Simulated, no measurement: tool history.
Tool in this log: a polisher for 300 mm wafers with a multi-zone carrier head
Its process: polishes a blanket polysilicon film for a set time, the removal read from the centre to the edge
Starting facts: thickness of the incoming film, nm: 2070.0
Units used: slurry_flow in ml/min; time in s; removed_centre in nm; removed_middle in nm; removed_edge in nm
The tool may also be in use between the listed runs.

run    day  slurry_flow  centre_zone  middle_zone  edge_zone  time  removed_centre  removed_middle  removed_edge
  1  0.000          155         1.00         1.00       1.00    70          751.23          758.28        742.09
  2  0.088          150         1.00         0.97       0.97    62          659.05          649.89        643.35
  3  0.308          190         1.00         0.97       0.97    62          686.69          684.43        674.30
  4  0.375          190         1.00         0.93       0.97    62          687.29          661.42        666.76
  5  0.454          175         1.00         0.91       0.94    57          610.69          591.57        606.46
  6  0.550          175         0.97         0.91       0.94    57          607.56          582.98        605.76
  7  0.829          130         1.02         0.83       0.84    38          394.31          336.29        358.98
  8  1.150          140         1.01         0.83       0.84    38          399.41          342.26        368.58
  9  1.288          145         1.01         0.84       0.84    38          399.89          352.22        369.88
 10  1.621          150         1.01         0.84       0.84    38          402.20          355.15        370.09
 11  1.912          155         1.01         0.84       0.84    38          415.84          360.96        369.63
 12  2.267          160         1.00         0.84       0.85    38          406.06          356.89        377.84
 13  2.567          165         1.00         0.84       0.85    38          413.45          363.10        380.82

Forecast run 14:
 14  2.879          170         1.00         0.84       0.85    38               ?               ?             ?

removed_centre: 412.84 nm
removed_middle: 366.66 nm
removed_edge: 382.22 nm

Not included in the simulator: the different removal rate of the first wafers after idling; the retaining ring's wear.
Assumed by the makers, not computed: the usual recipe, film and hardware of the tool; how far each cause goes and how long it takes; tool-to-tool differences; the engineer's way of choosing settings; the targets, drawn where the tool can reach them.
